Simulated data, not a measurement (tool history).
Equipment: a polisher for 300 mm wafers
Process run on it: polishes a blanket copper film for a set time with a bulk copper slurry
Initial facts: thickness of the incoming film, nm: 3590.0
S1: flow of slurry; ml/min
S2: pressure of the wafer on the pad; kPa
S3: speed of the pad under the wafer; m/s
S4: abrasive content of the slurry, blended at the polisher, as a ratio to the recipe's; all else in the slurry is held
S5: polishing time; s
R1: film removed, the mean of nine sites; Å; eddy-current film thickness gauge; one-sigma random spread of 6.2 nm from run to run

| run | day | S1 | S2 | S3 | S4 | S5 | R1 |
|---|---|---|---|---|---|---|---|
| 1 | 0 | 165 | 12.4 | 1.36 | 1 | 60 | 4963.3 |
| 2 | 0.325 | 165 | 12.4 | 1.36 | 1 | 54 | 4481.7 |
| 3 | 0.612 | 165 | 12.4 | 1.36 | 1.15 | 54 | 4535.5 |
| 4 | 0.983 | 175 | 13.8 | 1.38 | 1.15 | 54 | 5101.8 |
| 5 | 1.283 | 210 | 13.8 | 1.38 | 1.15 | 54 | 5193.8 |
| 6 | 1.5 | 210 | 15.2 | 1.42 | 1.15 | 54 | 5879.6 |
| 7 | 1.75 | 210 | 15.9 | 1.46 | 1.15 | 54 | 6196.4 |
| 8 | 1.929 | 210 | 16.5 | 1.52 | 1.15 | 54 | 6753.9 |
| 9 | 1.954 | 210 | 16.5 | 1.52 | 1.15 | 54 | 6677.9 |
| 10 | 2.271 | 215 | 17.2 | 1.56 | 1.15 | 54 | 7229 |
| 11 | 2.575 | 215 | 17.9 | 1.6 | 1.15 | 54 | 7502.5 |
| 12 | 2.912 | 220 | 17.9 | 1.64 | 1.15 | 54 | 7750 |
| 13 | 3.179 | 220 | 17.9 | 1.66 | 1.15 | 54 | 7825.7 |
| 14 | 3.25 | 220 | 17.9 | 1.68 | 1.15 | 54 | 7811.5 |
| 15 | 3.342 | 220 | 17.9 | 1.7 | 1.15 | 54 | 7968.6 |

Run 16 comes next. What will it give?
| 16 | 3.429 | 220 | 17.9 | 1.72 | 1.15 | 54 | ? |

Run 16 measured R1 7997.5 Å.
